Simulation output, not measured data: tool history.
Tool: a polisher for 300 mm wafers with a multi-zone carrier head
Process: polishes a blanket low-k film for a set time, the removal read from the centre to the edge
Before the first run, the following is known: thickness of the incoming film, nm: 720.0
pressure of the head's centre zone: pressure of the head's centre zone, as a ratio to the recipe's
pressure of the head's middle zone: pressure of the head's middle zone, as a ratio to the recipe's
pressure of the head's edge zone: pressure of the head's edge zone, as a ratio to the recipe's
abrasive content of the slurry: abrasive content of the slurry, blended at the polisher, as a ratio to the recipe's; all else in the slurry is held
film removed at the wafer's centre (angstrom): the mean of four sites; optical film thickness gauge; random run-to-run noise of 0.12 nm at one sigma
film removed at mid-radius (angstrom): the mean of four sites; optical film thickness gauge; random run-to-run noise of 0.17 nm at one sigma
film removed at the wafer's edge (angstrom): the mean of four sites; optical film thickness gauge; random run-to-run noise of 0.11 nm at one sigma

run,hour,flow of slurry (ml/min),pressure of the head's centre zone,pressure of the head's middle zone,pressure of the head's edge zone,abrasive content of the slurry,polishing time (s),film removed at the wafer's centre (angstrom),film removed at mid-radius (angstrom),film removed at the wafer's edge (angstrom)
1,0.0,155,1.00,1.00,1.00,1.0,49,163.61,182.55,180.20
2,3.7,155,1.00,1.00,1.00,0.9,49,157.42,174.38,172.16
3,11.2,150,1.01,0.98,0.99,0.9,49,159.87,165.21,168.37
4,18.5,150,1.06,0.98,0.99,0.9,49,165.69,167.08,168.43
5,23.6,145,1.06,0.97,0.98,0.9,49,166.99,162.13,166.68
6,29.2,140,1.06,0.96,0.97,0.9,49,165.45,162.88,165.50

Run 7, settings as shown, results not yet in. Your forecast:
# hour 32.4: centre zone pressure recalibrated
7,32.4,135,1.06,0.95,0.96,0.9,49,?,?,?

film removed at the wafer's centre (angstrom): 176.31
film removed at mid-radius (angstrom): 159.82
film removed at the wafer's edge (angstrom): 166.13
